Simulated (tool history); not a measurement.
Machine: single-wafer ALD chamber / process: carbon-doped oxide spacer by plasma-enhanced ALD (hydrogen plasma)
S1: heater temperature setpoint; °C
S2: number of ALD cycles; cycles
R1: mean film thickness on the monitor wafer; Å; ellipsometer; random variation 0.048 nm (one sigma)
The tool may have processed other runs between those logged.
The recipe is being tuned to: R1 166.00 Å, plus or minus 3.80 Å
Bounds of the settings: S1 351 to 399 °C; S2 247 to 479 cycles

Run 1, day 0.000: S1 375 °C, S2 363 cycles. Result: R1 189.07 Å.
Run 2, day 0.333: S1 375 °C, S2 352 cycles. Result: R1 183.57 Å.
Run 3, day 0.496: S1 375 °C, S2 395 cycles. Result: R1 206.41 Å.
Run 4, day 0.867: S1 375 °C, S2 377 cycles. Result: R1 197.14 Å.
Run 5, day 1.075: S1 375 °C, S2 363 cycles. Result: R1 189.80 Å.
Run 6, day 1.438: S1 365 °C, S2 363 cycles. Result: R1 189.47 Å.
Run 7, day 1.696: S1 365 °C, S2 352 cycles. Result: R1 184.26 Å.
Run 8, day 1.825: S1 365 °C, S2 343 cycles. Result: R1 179.14 Å.
Run 9, day 2.133: S1 365 °C, S2 337 cycles. Result: R1 176.69 Å.
Run 10, day 2.196: S1 365 °C, S2 332 cycles. Result: R1 173.51 Å.
Run 11, day 2.488: S1 365 °C, S2 329 cycles. Result: R1 172.13 Å.
Run 12, day 2.850: S1 365 °C, S2 326 cycles. Result: R1 170.08 Å.

Next run, 5 choices. One meets every target within its allowed miss, the rest don't. Which?
Run A, day 3.212: S1 366 °C, S2 333 cycles. Result: R1 ?.
Run B, day 3.212: S1 390 °C, S2 318 cycles. Result: R1 ?.
Run C, day 3.212: S1 356 °C, S2 338 cycles. Result: R1 ?.
Run D, day 3.212: S1 366 °C, S2 332 cycles. Result: R1 ?.
Run E, day 3.212: S1 369 °C, S2 337 cycles. Result: R1 ?.

move      R1
   A  174.13
   B  166.29
   C  176.74
   D  173.61
   E  176.22
A: misses by more than the last run did
B: hits every target within its allowed miss
C: misses by more than the last run did
D: misses by more than the last run did
E: misses by more than the last run did
Move B is the one to make.
